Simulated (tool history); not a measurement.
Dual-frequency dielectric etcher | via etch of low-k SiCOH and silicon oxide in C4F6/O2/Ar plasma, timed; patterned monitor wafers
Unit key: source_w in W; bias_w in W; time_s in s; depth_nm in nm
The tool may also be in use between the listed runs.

{"run": 1, "hour": 0.0, "source_w": 400, "bias_w": 258, "time_s": 67, "depth_nm": 187.74}
{"run": 2, "hour": 9.0, "source_w": 430, "bias_w": 269, "time_s": 67, "depth_nm": 196.41}
{"run": 3, "hour": 15.9, "source_w": 460, "bias_w": 276, "time_s": 67, "depth_nm": 203.84}
{"run": 4, "hour": 17.5, "source_w": 410, "bias_w": 276, "time_s": 67, "depth_nm": 193.87}
{"run": 5, "hour": 19.7, "source_w": 380, "bias_w": 276, "time_s": 67, "depth_nm": 187.05}
{"run": 6, "hour": 23.1, "source_w": 340, "bias_w": 276, "time_s": 67, "depth_nm": 179.83}
{"run": 7, "hour": 28.1, "source_w": 380, "bias_w": 283, "time_s": 67, "depth_nm": 189.36}
{"hour": 31.1, "done": "wet clean of the chamber"}
{"run": 8, "hour": 31.1, "source_w": 420, "bias_w": 288, "time_s": 67, "depth_nm": 206.82}
{"run": 9, "hour": 33.3, "source_w": 490, "bias_w": 292, "time_s": 67, "depth_nm": 220.18}
{"run": 10, "hour": 39.3, "source_w": 500, "bias_w": 293, "time_s": 67, "depth_nm": 223.1}

Expected results for the next run?
{"run": 11, "hour": 43.9, "source_w": 510, "bias_w": 293, "time_s": 67, "depth_nm": "?"}

depth_nm: 225.08 nm

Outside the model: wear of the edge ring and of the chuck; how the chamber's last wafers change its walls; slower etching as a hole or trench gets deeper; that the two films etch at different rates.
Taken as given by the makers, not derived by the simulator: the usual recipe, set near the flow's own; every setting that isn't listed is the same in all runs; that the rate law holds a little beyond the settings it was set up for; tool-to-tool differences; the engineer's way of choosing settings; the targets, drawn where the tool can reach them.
